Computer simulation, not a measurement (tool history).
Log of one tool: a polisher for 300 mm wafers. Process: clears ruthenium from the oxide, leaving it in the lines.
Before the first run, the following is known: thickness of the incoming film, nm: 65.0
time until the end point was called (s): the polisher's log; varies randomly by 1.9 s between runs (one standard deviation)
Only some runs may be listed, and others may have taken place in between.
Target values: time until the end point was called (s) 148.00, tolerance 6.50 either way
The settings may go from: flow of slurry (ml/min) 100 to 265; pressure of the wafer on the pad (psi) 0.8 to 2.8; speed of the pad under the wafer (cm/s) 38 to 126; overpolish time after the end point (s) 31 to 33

| run | hour | flow of slurry (ml/min) | pressure of the wafer on the pad (psi) | speed of the pad under the wafer (cm/s) | overpolish time after the end point (s) | time until the end point was called (s) |
|---|---|---|---|---|---|---|
| 1 | 0.0 | 170 | 1.8 | 82 | 31 | 100.28 |
| 2 | 8.9 | 170 | 1.8 | 62 | 31 | 131.73 |
| 3 | 10.3 | 165 | 1.7 | 62 | 31 | 138.29 |
| 4 | 18.2 | 165 | 2.1 | 62 | 31 | 113.40 |
| 5 | 23.7 | 165 | 2.0 | 62 | 31 | 118.79 |
| 6 | 32.0 | 165 | 2.2 | 62 | 31 | 109.27 |
| 7 | 34.8 | 165 | 2.1 | 62 | 31 | 115.27 |
| 8 | 41.1 | 165 | 2.0 | 62 | 31 | 121.19 |
| 9 | 44.3 | 165 | 1.9 | 62 | 31 | 125.81 |
| 10 | 51.6 | 165 | 1.8 | 62 | 31 | 133.79 |
| 11 | 57.6 | 160 | 1.8 | 62 | 31 | 129.20 |
| 12 | 60.7 | 165 | 1.8 | 62 | 31 | 132.97 |

Consider the 4 candidate settings below. Which is the only one whose results all fall within their allowed miss of target?
| A | 63.8 | 125 | 2.0 | 52 | 31 | ? |
| B | 63.8 | 125 | 2.1 | 60 | 31 | ? |
| C | 63.8 | 190 | 1.7 | 68 | 32 | ? |
| D | 63.8 | 215 | 1.8 | 62 | 31 | ? |

| move | time until the end point was called (s) |
|---|---|
| A | 148.55 |
| B | 123.69 |
| C | 123.51 |
| D | 125.72 |
A: every result within its allowed miss
B: further off than the last run
C: further off than the last run
D: further off than the last run
Move A is the one to make.

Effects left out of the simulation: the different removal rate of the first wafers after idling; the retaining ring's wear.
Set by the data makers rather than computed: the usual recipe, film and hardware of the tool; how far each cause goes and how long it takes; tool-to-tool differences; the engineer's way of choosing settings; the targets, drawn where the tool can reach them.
